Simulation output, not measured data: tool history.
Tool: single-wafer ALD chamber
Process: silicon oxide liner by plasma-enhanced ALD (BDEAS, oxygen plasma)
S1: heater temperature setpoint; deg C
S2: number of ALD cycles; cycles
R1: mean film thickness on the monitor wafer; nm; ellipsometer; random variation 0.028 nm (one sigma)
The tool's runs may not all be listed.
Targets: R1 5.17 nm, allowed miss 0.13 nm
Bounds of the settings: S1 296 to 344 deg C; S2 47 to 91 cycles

| run | hour | S1 | S2 | R1 |
|---|---|---|---|---|
| 1 | 0 | 320 | 69 | 5.8974 |
| 2 | 2.3 | 320 | 73 | 6.1911 |
| 3 | 9.1 | 320 | 77 | 6.5744 |
| 4 | 15 | 320 | 84 | 7.1102 |
| 5 | 20.3 | 321 | 79 | 6.6936 |
| 6 | 28.8 | 321 | 75 | 6.4388 |
| 7 | 36.7 | 321 | 72 | 6.1267 |
| 8 | 42.3 | 321 | 70 | 5.9082 |
| 9 | 50.3 | 322 | 68 | 5.7772 |
| 10 | 56.4 | 322 | 67 | 5.7235 |
| 11 | 59.7 | 322 | 66 | 5.6232 |
| 12 | 61.1 | 322 | 65 | 5.5507 |

5 next moves are on the table. One of them brings every result within its allowed miss. Which?
| A | 62.5 | 320 | 57 | ? |
| B | 62.5 | 322 | 73 | ? |
| C | 62.5 | 319 | 70 | ? |
| D | 62.5 | 315 | 68 | ? |
| E | 62.5 | 330 | 62 | ? |

| move | R1 |
|---|---|
| A | 4.7957 |
| B | 6.1217 |
| C | 5.8991 |
| D | 5.7681 |
| E | 5.1308 |
A: takes the result that was furthest off past its target
B: further off than the last run
C: further off than the last run
D: further off than the last run
E: meets every target
The right move is E.
